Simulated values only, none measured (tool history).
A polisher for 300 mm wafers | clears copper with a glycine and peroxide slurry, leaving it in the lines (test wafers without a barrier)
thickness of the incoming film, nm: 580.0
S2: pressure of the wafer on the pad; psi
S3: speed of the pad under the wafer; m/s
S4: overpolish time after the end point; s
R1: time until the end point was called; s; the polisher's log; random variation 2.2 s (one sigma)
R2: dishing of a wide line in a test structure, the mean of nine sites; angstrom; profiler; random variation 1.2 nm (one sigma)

Run 1, hour 0: flow of slurry (ml/min) 305, S2 2.7 psi, S3 0.82 m/s, S4 20 s. Result: R1 166.17 s, R2 567.14 angstrom.
Run 2, hour 2.7: flow of slurry (ml/min) 305, S2 2.6 psi, S3 0.82 m/s, S4 21 s. Result: R1 169.91 s, R2 603.83 angstrom.
Run 3, hour 11.1: flow of slurry (ml/min) 305, S2 2.5 psi, S3 0.82 m/s, S4 21 s. Result: R1 176.65 s, R2 578.77 angstrom.
Run 4, hour 19: flow of slurry (ml/min) 305, S2 2.5 psi, S3 0.72 m/s, S4 21 s. Result: R1 191.65 s, R2 539.41 angstrom.
Run 5, hour 25.8: flow of slurry (ml/min) 305, S2 3.1 psi, S3 0.72 m/s, S4 21 s. Result: R1 162.96 s, R2 610.24 angstrom.
Run 6, hour 26.6: flow of slurry (ml/min) 305, S2 3 psi, S3 0.72 m/s, S4 21 s. Result: R1 166.99 s, R2 581.86 angstrom.

Run 7 comes next. What will it give?
Run 7, hour 33.6: flow of slurry (ml/min) 305, S2 3 psi, S3 0.72 m/s, S4 21 s. Result: R1 ?, R2 ?.

Run 7 gave R1 171.14 s, R2 603.79 angstrom.

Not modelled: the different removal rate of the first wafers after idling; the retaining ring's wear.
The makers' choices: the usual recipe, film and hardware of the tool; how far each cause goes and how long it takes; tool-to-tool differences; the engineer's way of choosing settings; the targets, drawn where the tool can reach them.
